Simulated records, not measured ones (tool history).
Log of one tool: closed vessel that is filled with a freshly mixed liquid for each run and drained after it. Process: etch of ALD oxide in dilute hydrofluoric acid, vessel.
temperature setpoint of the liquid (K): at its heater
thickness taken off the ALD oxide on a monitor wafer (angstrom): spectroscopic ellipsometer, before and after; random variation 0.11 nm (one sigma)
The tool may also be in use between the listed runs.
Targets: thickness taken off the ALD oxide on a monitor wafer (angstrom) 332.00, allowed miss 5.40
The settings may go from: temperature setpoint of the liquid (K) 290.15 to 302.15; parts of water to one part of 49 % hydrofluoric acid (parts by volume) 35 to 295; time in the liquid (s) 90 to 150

| run | day | temperature setpoint of the liquid (K) | parts of water to one part of 49 % hydrofluoric acid (parts by volume) | time in the liquid (s) | thickness taken off the ALD oxide on a monitor wafer (angstrom) |
|---|---|---|---|---|---|
| 1 | 0.000 | 294.15 | 165 | 150 | 104.85 |
| 2 | 0.304 | 296.15 | 130 | 150 | 148.41 |
| 3 | 0.600 | 297.65 | 110 | 150 | 190.52 |
| 4 | 0.821 | 297.65 | 90 | 150 | 238.74 |
| 5 | 1.121 | 298.65 | 85 | 150 | 265.98 |
| 6 | 1.208 | 298.65 | 125 | 150 | 171.81 |
| 7 | 1.538 | 299.65 | 110 | 150 | 207.04 |
| 8 | 1.725 | 300.15 | 100 | 150 | 234.72 |
| 9 | 2.071 | 300.65 | 90 | 150 | 268.71 |
| 10 | 2.442 | 301.15 | 85 | 150 | 292.48 |
| 11 | 2.471 | 301.65 | 85 | 150 | 298.47 |
| 12 | 2.596 | 302.15 | 80 | 150 | 323.75 |
| 13 | 2.750 | 302.15 | 75 | 150 | 348.64 |
| 14 | 3.058 | 301.65 | 75 | 150 | 341.60 |

4 next moves are on the table. One of them brings every result within its allowed miss. Which?
| A | 3.367 | 299.65 | 65 | 145 | ? |
| B | 3.367 | 301.15 | 65 | 135 | ? |
| C | 3.367 | 299.65 | 70 | 145 | ? |
| D | 3.367 | 302.15 | 75 | 150 | ? |

| move | thickness taken off the ALD oxide on a monitor wafer (angstrom) |
|---|---|
| A | 356.14 |
| B | 352.07 |
| C | 328.50 |
| D | 347.78 |
A: further off than the last run
B: further off than the last run
C: meets every target
D: further off than the last run
Move C is the one to make.

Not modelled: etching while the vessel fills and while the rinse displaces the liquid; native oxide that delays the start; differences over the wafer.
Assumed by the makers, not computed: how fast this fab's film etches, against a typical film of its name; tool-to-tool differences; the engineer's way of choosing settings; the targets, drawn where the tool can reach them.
